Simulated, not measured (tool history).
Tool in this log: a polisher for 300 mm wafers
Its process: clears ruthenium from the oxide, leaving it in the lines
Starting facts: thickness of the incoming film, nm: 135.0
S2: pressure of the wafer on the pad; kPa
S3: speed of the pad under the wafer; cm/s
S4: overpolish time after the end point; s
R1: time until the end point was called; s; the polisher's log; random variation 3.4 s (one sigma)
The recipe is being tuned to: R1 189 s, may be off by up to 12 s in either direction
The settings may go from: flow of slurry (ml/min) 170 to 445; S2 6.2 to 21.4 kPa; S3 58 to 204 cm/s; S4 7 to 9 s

Run 1, hour 0: flow of slurry (ml/min) 285, S2 13.8 kPa, S3 130 cm/s, S4 9 s. Result: R1 108.59 s.
Run 2, hour 6.5: flow of slurry (ml/min) 285, S2 13.8 kPa, S3 130 cm/s, S4 9 s. Result: R1 105.48 s.
Run 3, hour 13.3: flow of slurry (ml/min) 285, S2 12.4 kPa, S3 128 cm/s, S4 9 s. Result: R1 121.17 s.
Run 4, hour 18.9: flow of slurry (ml/min) 285, S2 11 kPa, S3 126 cm/s, S4 9 s. Result: R1 136.84 s.
Run 5, hour 22.5: flow of slurry (ml/min) 340, S2 11 kPa, S3 126 cm/s, S4 9 s. Result: R1 134.07 s.
Run 6, hour 27.1: flow of slurry (ml/min) 340, S2 10.3 kPa, S3 124 cm/s, S4 9 s. Result: R1 150.52 s.
Run 7, hour 31.7: flow of slurry (ml/min) 340, S2 9.7 kPa, S3 124 cm/s, S4 9 s. Result: R1 148.26 s.
Run 8, hour 33.4: flow of slurry (ml/min) 340, S2 9 kPa, S3 122 cm/s, S4 9 s. Result: R1 168.86 s.

5 next moves are on the table. One of them brings every result within its allowed miss. Which?
Run A, hour 35.1: flow of slurry (ml/min) 375, S2 9 kPa, S3 128 cm/s, S4 9 s. Result: R1 ?.
Run B, hour 35.1: flow of slurry (ml/min) 325, S2 10.3 kPa, S3 110 cm/s, S4 9 s. Result: R1 ?.
Run C, hour 35.1: flow of slurry (ml/min) 310, S2 9.7 kPa, S3 118 cm/s, S4 8 s. Result: R1 ?.
Run D, hour 35.1: flow of slurry (ml/min) 325, S2 9 kPa, S3 128 cm/s, S4 9 s. Result: R1 ?.
Run E, hour 35.1: flow of slurry (ml/min) 325, S2 8.3 kPa, S3 120 cm/s, S4 9 s. Result: R1 ?.

move      R1
   A  153.48
   B   156.7
   C  156.95
   D  155.06
   E  178.04
A: the biggest miss grows against the last run
B: the biggest miss grows against the last run
C: the biggest miss grows against the last run
D: the biggest miss grows against the last run
E: every result within its allowed miss
Go with E: it meets all targets.
